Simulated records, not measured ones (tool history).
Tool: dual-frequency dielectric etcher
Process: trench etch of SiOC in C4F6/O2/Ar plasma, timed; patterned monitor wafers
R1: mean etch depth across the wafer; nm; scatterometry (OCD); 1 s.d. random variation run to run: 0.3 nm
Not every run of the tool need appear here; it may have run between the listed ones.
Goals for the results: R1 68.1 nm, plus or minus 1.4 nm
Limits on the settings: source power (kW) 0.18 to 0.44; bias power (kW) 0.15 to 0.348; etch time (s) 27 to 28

Run 1, day 0: source power (kW) 0.31, bias power (kW) 0.249, etch time (s) 27. Result: R1 55.816 nm.
Run 2, day 0.338: source power (kW) 0.35, bias power (kW) 0.263, etch time (s) 27. Result: R1 60.314 nm.
Run 3, day 0.446: source power (kW) 0.38, bias power (kW) 0.267, etch time (s) 27. Result: R1 63.322 nm.
Run 4, day 0.783: source power (kW) 0.4, bias power (kW) 0.269, etch time (s) 27. Result: R1 64.843 nm.
Run 5, day 1.129: source power (kW) 0.4, bias power (kW) 0.288, etch time (s) 27. Result: R1 65.599 nm.
Run 6, day 1.388: source power (kW) 0.35, bias power (kW) 0.288, etch time (s) 27. Result: R1 61.808 nm.
Run 7, day 1.646: source power (kW) 0.37, bias power (kW) 0.292, etch time (s) 27. Result: R1 63.831 nm.
Run 8, day 1.783: source power (kW) 0.38, bias power (kW) 0.295, etch time (s) 27. Result: R1 64.854 nm.

Exercise: of the 4 proposed moves below, exactly one satisfies all targets within the stated allowed misses. Which move is it?
Run A, day 1.921: source power (kW) 0.34, bias power (kW) 0.259, etch time (s) 28. Result: R1 ?.
Run B, day 1.921: source power (kW) 0.36, bias power (kW) 0.335, etch time (s) 28. Result: R1 ?.
Run C, day 1.921: source power (kW) 0.35, bias power (kW) 0.299, etch time (s) 27.5. Result: R1 ?.
Run D, day 1.921: source power (kW) 0.36, bias power (kW) 0.308, etch time (s) 27.5. Result: R1 ?.

move      R1
   A  60.987
   B  68.049
   C  63.555
   D  65.034
A: its largest miss is bigger than the last run's
B: each result inside its tolerance
C: its largest miss is bigger than the last run's
D: closer than the last run, but not yet in spec
So the answer is move B, the one that meets all the targets.
